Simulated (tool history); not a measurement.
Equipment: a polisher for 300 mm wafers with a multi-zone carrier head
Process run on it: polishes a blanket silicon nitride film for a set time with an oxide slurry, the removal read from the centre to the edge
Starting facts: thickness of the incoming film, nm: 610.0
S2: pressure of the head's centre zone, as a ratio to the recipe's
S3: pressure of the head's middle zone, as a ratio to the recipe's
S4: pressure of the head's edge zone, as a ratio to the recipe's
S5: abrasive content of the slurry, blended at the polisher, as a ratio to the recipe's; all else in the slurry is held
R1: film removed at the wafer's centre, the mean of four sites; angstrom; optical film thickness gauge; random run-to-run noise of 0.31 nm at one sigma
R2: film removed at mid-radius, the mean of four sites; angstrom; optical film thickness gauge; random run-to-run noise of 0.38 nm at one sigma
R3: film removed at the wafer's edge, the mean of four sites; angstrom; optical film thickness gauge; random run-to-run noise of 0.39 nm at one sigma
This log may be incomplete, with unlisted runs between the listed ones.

{"run": 1, "day": 0.0, "flow of slurry (ml/min)": 150, "S2": 1, "S3": 1, "S4": 1, "S5": 1, "polishing time (s)": 41, "R1": 189.11, "R2": 188.76, "R3": 186.29}
{"run": 2, "day": 0.021, "flow of slurry (ml/min)": 150, "S2": 1.05, "S3": 1, "S4": 1, "S5": 1, "polishing time (s)": 41, "R1": 197.27, "R2": 190.73, "R3": 188.24}
{"run": 3, "day": 0.054, "flow of slurry (ml/min)": 150, "S2": 1.05, "S3": 1, "S4": 1.03, "S5": 1, "polishing time (s)": 41, "R1": 197.31, "R2": 185.58, "R3": 185.97}
{"run": 4, "day": 0.388, "flow of slurry (ml/min)": 150, "S2": 1.05, "S3": 0.96, "S4": 1.03, "S5": 1, "polishing time (s)": 41, "R1": 197.74, "R2": 180.96, "R3": 185.37}
{"run": 5, "day": 0.725, "flow of slurry (ml/min)": 150, "S2": 1.01, "S3": 0.98, "S4": 1.05, "S5": 1.1, "polishing time (s)": 42, "R1": 204.77, "R2": 201.43, "R3": 204.77}
{"run": 6, "day": 0.838, "flow of slurry (ml/min)": 150, "S2": 0.99, "S3": 0.99, "S4": 1.07, "S5": 1.2, "polishing time (s)": 42, "R1": 205.14, "R2": 204.42, "R3": 207.02}
{"run": 7, "day": 0.862, "flow of slurry (ml/min)": 150, "S2": 0.96, "S3": 0.99, "S4": 1.09, "S5": 1.25, "polishing time (s)": 44, "R1": 212.38, "R2": 218.26, "R3": 235.31}
{"run": 8, "day": 1.133, "flow of slurry (ml/min)": 155, "S2": 0.95, "S3": 1.01, "S4": 1.1, "S5": 1.3, "polishing time (s)": 44, "R1": 219.35, "R2": 236.52, "R3": 238.15}

Predict the results of run 9:
{"run": 9, "day": 1.375, "flow of slurry (ml/min)": 160, "S2": 0.94, "S3": 1.01, "S4": 1.12, "S5": 1.35, "polishing time (s)": 44, "R1": "?", "R2": "?", "R3": "?"}

{"run 9": {"R1": 223.51, "R2": 241.32, "R3": 243.17}}
